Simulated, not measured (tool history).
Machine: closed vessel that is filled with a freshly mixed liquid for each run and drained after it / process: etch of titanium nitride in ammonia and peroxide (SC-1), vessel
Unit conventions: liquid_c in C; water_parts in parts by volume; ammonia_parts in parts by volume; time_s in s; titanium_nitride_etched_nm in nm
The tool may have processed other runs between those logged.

run  hour  liquid_c  water_parts  ammonia_parts  time_s  titanium_nitride_etched_nm
  1     0        52         19.5           0.65      40                      2.0596
  2   7.7        55         19.5           0.65      40                      2.5209
  3  16.6        55         19.5            0.8      40                      2.6026
  4  21.6        57         19.5            0.8      40                      2.9699
  5  25.6        54         19.5            0.8      40                      2.4597
  6  29.2      56.5         19.5            0.8      40                      2.8683
  7  33.6        58         19.5            0.8      40                       3.185

Run 8 comes next. What will it give?
  8  39.3        62         19.5            0.8      40                           ?

Run 8 came out at titanium_nitride_etched_nm 4.1513 nm.

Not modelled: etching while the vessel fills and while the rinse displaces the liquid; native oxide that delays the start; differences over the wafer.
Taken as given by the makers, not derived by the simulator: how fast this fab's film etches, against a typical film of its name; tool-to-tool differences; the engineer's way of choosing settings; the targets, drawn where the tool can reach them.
